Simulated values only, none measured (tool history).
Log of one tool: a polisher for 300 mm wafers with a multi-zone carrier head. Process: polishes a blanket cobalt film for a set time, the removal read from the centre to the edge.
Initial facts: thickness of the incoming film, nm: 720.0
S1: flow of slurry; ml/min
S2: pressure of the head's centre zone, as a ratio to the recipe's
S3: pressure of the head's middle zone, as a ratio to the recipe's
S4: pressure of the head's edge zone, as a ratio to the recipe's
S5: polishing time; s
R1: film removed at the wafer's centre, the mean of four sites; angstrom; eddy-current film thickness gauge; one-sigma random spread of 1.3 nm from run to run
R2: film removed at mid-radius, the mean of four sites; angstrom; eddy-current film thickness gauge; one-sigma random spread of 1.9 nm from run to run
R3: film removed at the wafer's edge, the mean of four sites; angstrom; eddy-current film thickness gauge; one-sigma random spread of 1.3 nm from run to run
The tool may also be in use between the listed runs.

| run | day | S1 | S2 | S3 | S4 | S5 | R1 | R2 | R3 |
|---|---|---|---|---|---|---|---|---|---|
| 1 | 0.000 | 290 | 1.00 | 1.00 | 1.00 | 60 | 2017.0 | 2023.8 | 1814.5 |
| 2 | 0.312 | 290 | 1.00 | 1.00 | 0.95 | 60 | 2007.9 | 2009.5 | 1823.5 |
| 3 | 0.383 | 290 | 1.07 | 1.00 | 0.95 | 60 | 2151.1 | 1978.0 | 1795.0 |
| 4 | 0.546 | 290 | 1.07 | 1.00 | 1.03 | 60 | 2174.4 | 2014.5 | 1860.6 |
|  | 0.862 | edge zone pressure recalibrated |
| 5 | 0.862 | 290 | 1.15 | 1.00 | 1.03 | 60 | 2278.0 | 2010.9 | 1959.1 |
| 6 | 1.112 | 220 | 1.15 | 1.00 | 1.03 | 60 | 2220.0 | 1981.0 | 1940.1 |
| 7 | 1.350 | 215 | 1.10 | 0.99 | 1.05 | 56 | 1934.5 | 1802.9 | 1815.6 |
| 8 | 1.629 | 215 | 1.06 | 0.99 | 1.04 | 53 | 1836.6 | 1679.7 | 1691.3 |
| 9 | 1.796 | 210 | 1.02 | 1.00 | 1.06 | 50 | 1674.6 | 1610.6 | 1599.7 |
| 10 | 1.950 | 205 | 0.99 | 1.01 | 1.07 | 48 | 1557.1 | 1503.6 | 1551.7 |
| 11 | 2.196 | 205 | 0.96 | 1.03 | 1.06 | 46 | 1427.1 | 1476.4 | 1479.1 |

Forecast run 12:
| 12 | 2.296 | 205 | 0.86 | 0.98 | 0.96 | 38 | ? | ? | ? |

Run 12 measured R1 1099.6 angstrom, R2 1182.1 angstrom, R3 1180.1 angstrom.
